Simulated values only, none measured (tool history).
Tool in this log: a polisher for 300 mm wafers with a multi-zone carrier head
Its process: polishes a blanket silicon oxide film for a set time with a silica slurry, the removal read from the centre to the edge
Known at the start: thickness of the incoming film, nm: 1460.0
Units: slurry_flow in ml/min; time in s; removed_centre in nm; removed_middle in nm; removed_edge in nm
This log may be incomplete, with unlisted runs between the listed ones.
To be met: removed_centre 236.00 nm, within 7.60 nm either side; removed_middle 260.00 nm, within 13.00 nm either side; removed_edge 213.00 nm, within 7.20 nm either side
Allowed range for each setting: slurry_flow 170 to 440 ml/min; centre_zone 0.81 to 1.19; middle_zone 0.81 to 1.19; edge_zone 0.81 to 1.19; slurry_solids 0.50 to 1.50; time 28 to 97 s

run 1 hour=0.0 | slurry_flow=280 centre_zone=1.00 middle_zone=1.00 edge_zone=1.00 slurry_solids=1.00 time=62 | removed_centre=272.75 removed_middle=280.90 removed_edge=270.42
run 2 hour=6.2 | slurry_flow=280 centre_zone=1.00 middle_zone=1.01 edge_zone=0.98 slurry_solids=0.95 time=62 | removed_centre=266.36 removed_middle=265.78 removed_edge=264.02
run 3 hour=6.8 | slurry_flow=300 centre_zone=1.00 middle_zone=1.03 edge_zone=0.97 slurry_solids=0.95 time=60 | removed_centre=262.27 removed_middle=272.42 removed_edge=254.11
run 4 hour=13.9 | slurry_flow=305 centre_zone=1.00 middle_zone=1.04 edge_zone=0.95 slurry_solids=0.90 time=60 | removed_centre=254.45 removed_middle=261.40 removed_edge=246.40
run 5 hour=15.4 | slurry_flow=310 centre_zone=1.00 middle_zone=1.06 edge_zone=0.93 slurry_solids=0.90 time=60 | removed_centre=254.60 removed_middle=267.23 removed_edge=242.77
run 6 hour=20.3 | slurry_flow=245 centre_zone=1.00 middle_zone=1.06 edge_zone=0.93 slurry_solids=0.90 time=60 | removed_centre=248.70 removed_middle=257.11 removed_edge=242.18
run 7 hour=26.8 | slurry_flow=295 centre_zone=1.01 middle_zone=1.15 edge_zone=0.83 slurry_solids=0.70 time=59 | removed_centre=212.24 removed_middle=237.51 removed_edge=194.95
run 8 hour=34.8 | slurry_flow=300 centre_zone=1.02 middle_zone=1.15 edge_zone=0.84 slurry_solids=0.70 time=59 | removed_centre=215.00 removed_middle=244.77 removed_edge=189.36
run 9 hour=43.3 | slurry_flow=300 centre_zone=1.02 middle_zone=1.14 edge_zone=0.85 slurry_solids=0.70 time=59 | removed_centre=215.23 removed_middle=226.92 removed_edge=189.66

Below are 5 possible settings for the next run. Only one of them brings all results inside the allowed miss of their targets. Which is it?
run A hour=51.8 | slurry_flow=370 centre_zone=1.19 middle_zone=1.19 edge_zone=0.85 slurry_solids=0.95 time=50 | removed_centre=? removed_middle=? removed_edge=?
run B hour=51.8 | slurry_flow=355 centre_zone=1.03 middle_zone=1.17 edge_zone=0.88 slurry_solids=0.90 time=54 | removed_centre=? removed_middle=? removed_edge=?
run C hour=51.8 | slurry_flow=295 centre_zone=1.00 middle_zone=1.04 edge_zone=0.93 slurry_solids=0.60 time=71 | removed_centre=? removed_middle=? removed_edge=?
run D hour=51.8 | slurry_flow=310 centre_zone=1.10 middle_zone=1.16 edge_zone=0.87 slurry_solids=0.70 time=64 | removed_centre=? removed_middle=? removed_edge=?
run E hour=51.8 | slurry_flow=265 centre_zone=1.10 middle_zone=1.15 edge_zone=0.83 slurry_solids=0.70 time=67 | removed_centre=? removed_middle=? removed_edge=?

move=A removed_centre=258.21 removed_middle=255.66 removed_edge=204.03
move=B removed_centre=238.53 removed_middle=263.11 removed_edge=216.52
move=C removed_centre=226.80 removed_middle=232.43 removed_edge=218.29
move=D removed_centre=250.49 removed_middle=259.87 removed_edge=215.05
move=E removed_centre=257.16 removed_middle=265.35 removed_edge=217.54
A: an improvement on the last run, though not all results are within tolerance
B: each result inside its tolerance
C: the worst result of the last run now meets its target, but another is out of spec
D: the worst result of the last run now meets its target, but another is out of spec
E: the worst result of the last run now meets its target, but another is out of spec
Answer: B
